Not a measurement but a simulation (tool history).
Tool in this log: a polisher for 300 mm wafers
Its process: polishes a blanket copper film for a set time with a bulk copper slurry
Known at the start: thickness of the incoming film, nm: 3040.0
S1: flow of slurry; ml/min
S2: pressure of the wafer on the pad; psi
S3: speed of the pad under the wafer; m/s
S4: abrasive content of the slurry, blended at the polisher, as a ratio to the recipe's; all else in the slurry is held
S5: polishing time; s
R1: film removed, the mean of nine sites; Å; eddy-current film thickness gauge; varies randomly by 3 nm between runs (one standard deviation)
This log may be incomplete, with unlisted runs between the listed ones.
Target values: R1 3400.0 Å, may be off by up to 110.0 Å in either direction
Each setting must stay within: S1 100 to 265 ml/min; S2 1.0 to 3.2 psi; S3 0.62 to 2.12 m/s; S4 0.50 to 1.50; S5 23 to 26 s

run	hour	S1	S2	S3	S4	S5	R1
1	0.0	170	2.1	1.36	1.00	26	2656.1
2	4.4	170	1.8	1.36	1.00	26	2294.6
3	9.4	170	1.8	1.36	1.00	26	2266.6
4	16.8	170	1.9	1.36	1.00	26	2391.6
5	24.9	140	1.9	1.36	1.00	26	2306.0
6	31.9	145	2.0	1.36	1.00	26	2478.1
7	37.9	145	2.1	1.36	1.00	26	2598.4
8	38.7	150	2.2	1.36	1.00	26	2723.5
9	42.4	155	2.2	1.36	1.00	26	2728.1
10	46.6	160	2.2	1.36	1.00	26	2788.0
11	49.3	165	2.2	1.36	1.00	26	2769.5

5 candidate next runs follow, results not yet known. Just one meets every target within its allowed miss. Identify it.
A	52.0	175	1.9	1.28	1.25	26	?
B	52.0	145	2.8	1.28	1.20	26	?
C	52.0	165	2.2	1.12	0.95	26	?
D	52.0	205	2.5	1.52	1.10	26	?
E	52.0	190	2.4	1.34	1.05	26	?

move	R1
A	2389.8
B	3356.1
C	2254.5
D	3653.2
E	3044.0
A: its largest miss is bigger than the last run's
B: every result within its allowed miss
C: its largest miss is bigger than the last run's
D: the result that was furthest off in the last run now lies on the other side of its target
E: gains on the last run, yet a result remains outside its allowed miss
Correct choice: B, which meets every target
